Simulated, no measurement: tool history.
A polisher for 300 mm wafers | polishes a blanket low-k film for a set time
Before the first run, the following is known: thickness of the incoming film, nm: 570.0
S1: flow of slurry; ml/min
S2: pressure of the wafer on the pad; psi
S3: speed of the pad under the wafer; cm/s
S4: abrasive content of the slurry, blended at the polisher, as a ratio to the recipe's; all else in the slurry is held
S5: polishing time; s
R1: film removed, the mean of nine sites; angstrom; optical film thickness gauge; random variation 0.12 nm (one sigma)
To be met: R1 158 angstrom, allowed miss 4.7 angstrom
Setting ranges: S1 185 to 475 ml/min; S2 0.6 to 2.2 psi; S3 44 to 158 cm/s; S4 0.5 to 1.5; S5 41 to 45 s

Run 1, hour 0: S1 305 ml/min, S2 1.4 psi, S3 100 cm/s, S4 1, S5 45 s. Result: R1 100.4 angstrom.
Run 2, hour 6.1: S1 305 ml/min, S2 1.6 psi, S3 100 cm/s, S4 1, S5 45 s. Result: R1 109.58 angstrom.
Run 3, hour 13.7: S1 305 ml/min, S2 1.6 psi, S3 100 cm/s, S4 1, S5 45 s. Result: R1 110.1 angstrom.
Run 4, hour 21.4: S1 305 ml/min, S2 1.6 psi, S3 100 cm/s, S4 1.15, S5 45 s. Result: R1 116.98 angstrom.
Run 5, hour 25.9: S1 305 ml/min, S2 1.8 psi, S3 100 cm/s, S4 1.15, S5 45 s. Result: R1 126.65 angstrom.
Run 6, hour 33.2: S1 305 ml/min, S2 1.8 psi, S3 100 cm/s, S4 1.15, S5 41 s. Result: R1 113.94 angstrom.
Run 7, hour 36.4: S1 305 ml/min, S2 1.8 psi, S3 100 cm/s, S4 1.15, S5 41 s. Result: R1 114.41 angstrom.
Run 8, hour 40.8: S1 305 ml/min, S2 1.9 psi, S3 106 cm/s, S4 1.15, S5 41 s. Result: R1 124.49 angstrom.
Run 9, hour 42.5: S1 305 ml/min, S2 2 psi, S3 112 cm/s, S4 1.15, S5 41 s. Result: R1 132.77 angstrom.
Run 10, hour 47.9: S1 305 ml/min, S2 2.1 psi, S3 118 cm/s, S4 1.15, S5 41 s. Result: R1 143.59 angstrom.
Run 11, hour 50.2: S1 305 ml/min, S2 2.1 psi, S3 122 cm/s, S4 1.15, S5 41 s. Result: R1 144.81 angstrom.
Run 12, hour 55.1: S1 310 ml/min, S2 2.2 psi, S3 124 cm/s, S4 1.15, S5 41 s. Result: R1 149.98 angstrom.
At hour 62.5: conditioning disc replaced and pad reconditioned.
Run 13, hour 62.5: S1 310 ml/min, S2 2.2 psi, S3 128 cm/s, S4 1.15, S5 41 s. Result: R1 200.81 angstrom.

Pick the move, out of 4, that brings all results within their allowed miss; only one does.
Run A, hour 69.9: S1 385 ml/min, S2 2.2 psi, S3 128 cm/s, S4 1.35, S5 45 s. Result: R1 ?.
Run B, hour 69.9: S1 185 ml/min, S2 2.1 psi, S3 94 cm/s, S4 1.3, S5 42 s. Result: R1 ?.
Run C, hour 69.9: S1 290 ml/min, S2 2.2 psi, S3 136 cm/s, S4 1.05, S5 45 s. Result: R1 ?.
Run D, hour 69.9: S1 335 ml/min, S2 2.2 psi, S3 118 cm/s, S4 0.9, S5 41 s. Result: R1 ?.

move      R1
   A  236.63
   B  156.23
   C  221.02
   D  169.46
A: misses by more than the last run did
B: all results land within tolerance of their targets
C: misses by more than the last run did
D: an improvement on the last run, though not all results are within tolerance
Answer: B
